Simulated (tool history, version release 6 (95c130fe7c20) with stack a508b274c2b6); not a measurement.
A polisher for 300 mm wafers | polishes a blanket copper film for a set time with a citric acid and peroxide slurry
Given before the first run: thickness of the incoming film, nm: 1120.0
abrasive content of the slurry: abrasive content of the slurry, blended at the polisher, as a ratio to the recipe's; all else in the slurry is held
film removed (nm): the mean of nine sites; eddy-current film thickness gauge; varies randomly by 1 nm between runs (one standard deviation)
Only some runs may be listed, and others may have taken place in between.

run,hour,flow of slurry (ml/min),pressure of the wafer on the pad (kPa),speed of the pad under the wafer (cm/s),abrasive content of the slurry,polishing time (s),film removed (nm)
1,0,290,13.8,86,1,114,132.17
2,4.9,290,12.4,86,1,114,118.83
3,10.4,290,11.7,86,1,114,116.51
4,18.8,360,11.7,86,1,114,116.91
5,24.7,360,9.7,86,1,114,99.742
6,31.6,360,9.7,98,1,114,110.43

For run 7, what comes out?
7,36.2,360,9,98,1,114,?

Run 7 yielded film removed (nm) 103.62.

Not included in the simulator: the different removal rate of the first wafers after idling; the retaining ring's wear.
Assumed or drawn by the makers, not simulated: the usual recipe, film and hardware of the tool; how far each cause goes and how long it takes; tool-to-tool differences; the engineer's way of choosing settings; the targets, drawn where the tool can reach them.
